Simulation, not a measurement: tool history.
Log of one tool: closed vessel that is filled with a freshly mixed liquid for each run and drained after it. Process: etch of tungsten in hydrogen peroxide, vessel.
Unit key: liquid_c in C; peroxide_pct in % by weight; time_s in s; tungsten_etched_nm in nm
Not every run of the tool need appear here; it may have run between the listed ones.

run,hour,liquid_c,peroxide_pct,time_s,tungsten_etched_nm
1,0,52,15.5,90,133.84
2,1.7,52,13.5,90,125.79
3,9.2,50.5,13.5,90,114.03
4,17.7,43.5,13.5,90,74.207
5,25.1,38,13.5,90,51.791
6,26,41,13.5,90,63.241
7,28.8,43,13.5,90,71.827
8,36.6,44.5,13.5,90,78.817

Run 9 is up next; what results do you expect?
9,40.6,45.5,13.5,90,?

Run 9 produced tungsten_etched_nm 83.791 nm.
